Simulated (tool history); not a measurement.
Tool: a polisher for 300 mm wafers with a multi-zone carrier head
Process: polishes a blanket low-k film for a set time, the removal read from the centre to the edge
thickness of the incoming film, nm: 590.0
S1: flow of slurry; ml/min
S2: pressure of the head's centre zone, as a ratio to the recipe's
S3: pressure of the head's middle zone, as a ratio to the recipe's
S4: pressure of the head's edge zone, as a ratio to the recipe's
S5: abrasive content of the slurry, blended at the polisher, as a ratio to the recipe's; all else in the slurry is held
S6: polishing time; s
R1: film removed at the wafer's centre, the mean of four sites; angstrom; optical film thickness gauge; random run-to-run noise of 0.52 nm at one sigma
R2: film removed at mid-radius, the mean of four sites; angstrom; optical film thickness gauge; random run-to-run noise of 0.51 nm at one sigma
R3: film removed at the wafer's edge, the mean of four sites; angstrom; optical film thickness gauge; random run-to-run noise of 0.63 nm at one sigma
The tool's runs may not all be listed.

{"run": 1, "day": 0.0, "S1": 285, "S2": 1.0, "S3": 1.0, "S4": 1.0, "S5": 1.0, "S6": 79, "R1": 368.82, "R2": 350.49, "R3": 352.95}
{"run": 2, "day": 0.292, "S1": 285, "S2": 1.0, "S3": 1.0, "S4": 0.96, "S5": 1.0, "S6": 79, "R1": 362.09, "R2": 350.56, "R3": 345.66}
{"run": 3, "day": 0.425, "S1": 250, "S2": 1.0, "S3": 1.0, "S4": 0.96, "S5": 1.0, "S6": 79, "R1": 352.65, "R2": 351.52, "R3": 338.4}
{"run": 4, "day": 0.592, "S1": 205, "S2": 1.0, "S3": 1.0, "S4": 0.96, "S5": 1.0, "S6": 79, "R1": 342.74, "R2": 334.69, "R3": 331.7}
{"run": 5, "day": 0.633, "S1": 205, "S2": 1.0, "S3": 1.0, "S4": 0.99, "S5": 1.0, "S6": 79, "R1": 349.18, "R2": 334.81, "R3": 346.38}
{"run": 6, "day": 0.983, "S1": 230, "S2": 1.0, "S3": 1.0, "S4": 0.99, "S5": 1.0, "S6": 79, "R1": 352.27, "R2": 342.08, "R3": 351.1}
{"run": 7, "day": 1.254, "S1": 245, "S2": 1.01, "S3": 1.02, "S4": 1.0, "S5": 1.05, "S6": 79, "R1": 367.35, "R2": 363.28, "R3": 361.01}
{"run": 8, "day": 1.604, "S1": 260, "S2": 1.03, "S3": 1.03, "S4": 1.01, "S5": 1.1, "S6": 79, "R1": 384.26, "R2": 369.57, "R3": 374.87}
{"run": 9, "day": 1.696, "S1": 260, "S2": 1.13, "S3": 1.13, "S4": 0.94, "S5": 1.35, "S6": 91, "R1": 522.22, "R2": 496.87, "R3": 435.36}

For run 10, what comes out?
{"run": 10, "day": 1.983, "S1": 260, "S2": 1.13, "S3": 1.13, "S4": 0.94, "S5": 1.35, "S6": 91, "R1": "?", "R2": "?", "R3": "?"}

{"run 10": {"R1": 520.83, "R2": 484.64, "R3": 428.94}}
